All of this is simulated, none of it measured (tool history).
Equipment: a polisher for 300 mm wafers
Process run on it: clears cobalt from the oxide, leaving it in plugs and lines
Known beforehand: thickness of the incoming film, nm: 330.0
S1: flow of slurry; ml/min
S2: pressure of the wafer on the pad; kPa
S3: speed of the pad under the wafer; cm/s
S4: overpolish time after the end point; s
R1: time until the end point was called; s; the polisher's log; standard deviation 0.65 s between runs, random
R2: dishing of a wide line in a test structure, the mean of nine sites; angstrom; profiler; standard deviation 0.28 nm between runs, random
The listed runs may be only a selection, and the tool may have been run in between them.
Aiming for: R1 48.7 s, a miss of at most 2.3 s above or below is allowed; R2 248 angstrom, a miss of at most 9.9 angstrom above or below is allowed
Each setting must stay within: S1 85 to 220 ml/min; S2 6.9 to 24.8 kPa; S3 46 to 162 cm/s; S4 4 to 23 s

run,hour,S1,S2,S3,S4,R1,R2
1,0,140,15.9,104,12,55.344,376.98
2,6.7,140,15.9,90,12,65.458,359.56
3,13,125,14.5,106,10,61.079,334.28
4,20.1,115,13.1,120,8,59.759,292.24
5,27.9,115,13.1,120,12,59.564,364.42
6,36.6,115,13.1,94,12,77.936,323.59
7,42.8,155,17.2,68,6,75.686,207.53
8,45.4,160,18.6,68,6,68.269,220.08
9,47,165,20,68,6,65.55,235.14
10,52.1,180,21.4,68,5,58.938,217.42
11,53.6,180,22.1,70,5,56.69,225.53
12,59.7,185,24.8,72,6,48.856,282.23
13,67.3,190,24.8,72,6,48.631,279.49
# hour 75.1: worn pad replaced by a new one
14,75.1,195,24.8,72,6,44.575,295.26
15,82.6,190,24.1,72,5,44.799,260.6
16,83.9,185,24.1,72,5,46.129,255.55

Exercise: of the 5 proposed moves below, exactly one satisfies all targets within the stated allowed misses. Which move is it?
A,85.2,190,24.1,78,5,?,?
B,85.2,175,23.4,78,4,?,?
C,85.2,200,20,72,5,?,?
D,85.2,185,22.1,82,4,?,?
E,85.2,170,22.1,76,5,?,?

move,R1,R2
A,41.714,272.13
B,43.456,227.07
C,53.747,229.01
D,43.574,226.64
E,47.499,249.64
A: its largest miss is bigger than the last run's
B: its largest miss is bigger than the last run's
C: moves the result that the last run missed by most past its target, out the other side
D: its largest miss is bigger than the last run's
E: in spec on every target
Answer: E
